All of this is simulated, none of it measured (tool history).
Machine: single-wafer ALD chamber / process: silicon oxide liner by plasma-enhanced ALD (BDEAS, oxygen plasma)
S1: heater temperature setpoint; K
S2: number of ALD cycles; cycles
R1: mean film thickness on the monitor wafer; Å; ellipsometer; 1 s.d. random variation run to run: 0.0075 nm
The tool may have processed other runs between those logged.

run,day,S1,S2,R1
1,0,593.15,32,28.812
2,0.071,593.15,36,32.704
3,0.3,594.15,33,29.819
4,0.567,594.15,31,28
5,0.892,584.15,31,28.352
6,1.029,584.15,29,26.508

Predict the results of run 7:
7,1.2,584.15,28,?

R1: 25.533 Å

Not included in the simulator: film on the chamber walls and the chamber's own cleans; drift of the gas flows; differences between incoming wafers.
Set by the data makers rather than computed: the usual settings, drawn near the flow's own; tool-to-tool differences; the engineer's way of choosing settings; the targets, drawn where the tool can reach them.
